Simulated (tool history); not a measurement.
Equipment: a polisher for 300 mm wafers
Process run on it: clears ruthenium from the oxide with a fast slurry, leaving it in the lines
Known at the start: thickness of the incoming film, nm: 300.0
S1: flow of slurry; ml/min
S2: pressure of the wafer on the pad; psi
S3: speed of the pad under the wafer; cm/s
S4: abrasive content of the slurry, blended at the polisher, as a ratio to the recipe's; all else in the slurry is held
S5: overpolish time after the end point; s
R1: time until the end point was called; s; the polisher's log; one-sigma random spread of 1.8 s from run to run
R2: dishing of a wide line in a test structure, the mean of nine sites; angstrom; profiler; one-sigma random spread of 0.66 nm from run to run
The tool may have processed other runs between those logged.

run 1 day=0.000 | S1=235 S2=3.3 S3=88 S4=1.0 S5=27 | R1=78.115 R2=564.12
run 2 day=0.225 | S1=235 S2=3.1 S3=88 S4=1.0 S5=26 | R1=80.263 R2=549.32
run 3 day=0.312 | S1=235 S2=2.9 S3=88 S4=1.0 S5=25 | R1=87.489 R2=504.28
run 4 day=0.612 | S1=235 S2=2.9 S3=88 S4=1.0 S5=30 | R1=86.068 R2=589.11
run 5 day=0.829 | S1=235 S2=2.8 S3=88 S4=1.0 S5=28 | R1=91.753 R2=541.59
run 6 day=1.133 | S1=235 S2=2.7 S3=88 S4=1.0 S5=26 | R1=92.187 R2=504.69

Expected results for the next run?
run 7 day=1.212 | S1=235 S2=2.6 S3=88 S4=1.0 S5=25 | R1=? R2=?

Run 7 measured R1 94.544 s, R2 491.34 angstrom.

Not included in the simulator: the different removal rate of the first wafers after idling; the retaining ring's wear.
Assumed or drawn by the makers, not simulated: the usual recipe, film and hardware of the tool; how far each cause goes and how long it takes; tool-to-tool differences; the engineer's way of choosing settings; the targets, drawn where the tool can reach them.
